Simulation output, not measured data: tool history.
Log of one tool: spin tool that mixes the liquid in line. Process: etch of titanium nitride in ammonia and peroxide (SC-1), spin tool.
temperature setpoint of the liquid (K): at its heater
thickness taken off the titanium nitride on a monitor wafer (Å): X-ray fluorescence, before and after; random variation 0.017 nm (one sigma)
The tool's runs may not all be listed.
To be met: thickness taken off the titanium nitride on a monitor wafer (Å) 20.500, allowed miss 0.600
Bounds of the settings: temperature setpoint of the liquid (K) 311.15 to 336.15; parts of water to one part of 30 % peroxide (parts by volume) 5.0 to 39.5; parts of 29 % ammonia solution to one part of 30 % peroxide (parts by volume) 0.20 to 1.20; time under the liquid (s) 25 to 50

run,hour,temperature setpoint of the liquid (K),parts of water to one part of 30 % peroxide (parts by volume),parts of 29 % ammonia solution to one part of 30 % peroxide (parts by volume),time under the liquid (s),thickness taken off the titanium nitride on a monitor wafer (Å)
1,0.0,320.15,22.0,0.80,50,15.531
2,3.1,320.15,25.5,0.80,50,14.160
3,11.9,320.15,25.5,0.80,50,14.290
4,15.0,321.65,25.5,0.80,50,15.871
5,19.4,322.65,25.5,0.80,50,17.060
6,23.6,322.65,33.5,0.80,50,14.650
7,26.2,324.15,33.5,0.80,50,16.092
8,34.8,328.15,33.5,0.80,50,21.560

Which of these 4 next moves meets every target?
A,43.4,329.15,34.0,0.90,50,?
B,43.4,325.15,31.0,1.15,50,?
C,43.4,327.65,35.0,0.85,50,?
D,43.4,327.15,30.5,1.00,50,?

move,thickness taken off the titanium nitride on a monitor wafer (Å)
A,22.891
B,19.214
C,20.135
D,21.680
A: further off than the last run
B: takes the result that was furthest off past its target
C: meets every target
D: further off than the last run
Answer: C

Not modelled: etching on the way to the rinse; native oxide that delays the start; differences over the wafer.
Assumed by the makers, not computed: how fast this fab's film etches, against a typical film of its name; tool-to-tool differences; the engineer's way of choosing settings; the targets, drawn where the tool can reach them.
